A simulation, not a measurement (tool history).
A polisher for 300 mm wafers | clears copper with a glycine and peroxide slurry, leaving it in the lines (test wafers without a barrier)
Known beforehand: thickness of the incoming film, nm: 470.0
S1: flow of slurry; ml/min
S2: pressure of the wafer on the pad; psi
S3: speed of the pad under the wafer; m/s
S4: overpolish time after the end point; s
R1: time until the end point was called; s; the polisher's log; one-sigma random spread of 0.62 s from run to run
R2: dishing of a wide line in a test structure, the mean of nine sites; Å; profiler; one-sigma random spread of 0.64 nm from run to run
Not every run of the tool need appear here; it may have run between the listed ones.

run  hour   S1   S2    S3  S4      R1      R2
  1   0.0  280  3.0  1.28  28  66.381  793.34
  2   5.5  245  2.5  1.44  22  71.100  665.16
  3  12.5  245  1.8  1.44  22  92.631  558.29
  4  15.5  200  1.8  1.44  22  95.384  579.61
  5  16.2  275  1.7  1.52  18  92.158  501.22
  6  24.7  325  1.7  1.60  15  85.608  449.98
  7  28.6  405  2.0  1.62   8  73.867  318.16
  8  31.5  385  2.0  1.62   9  73.944  353.16
  9  37.0  375  2.0  1.62   9  74.916  356.72
 10  44.4  365  2.0  1.62  14  73.936  497.25
 11  48.7  365  2.0  1.60  13  74.219  462.06

Expected results for the next run?
 12  56.6  365  2.0  1.60  13   ?   ?

{"run 12": {"R1": 76.256, "R2": 457.17}}

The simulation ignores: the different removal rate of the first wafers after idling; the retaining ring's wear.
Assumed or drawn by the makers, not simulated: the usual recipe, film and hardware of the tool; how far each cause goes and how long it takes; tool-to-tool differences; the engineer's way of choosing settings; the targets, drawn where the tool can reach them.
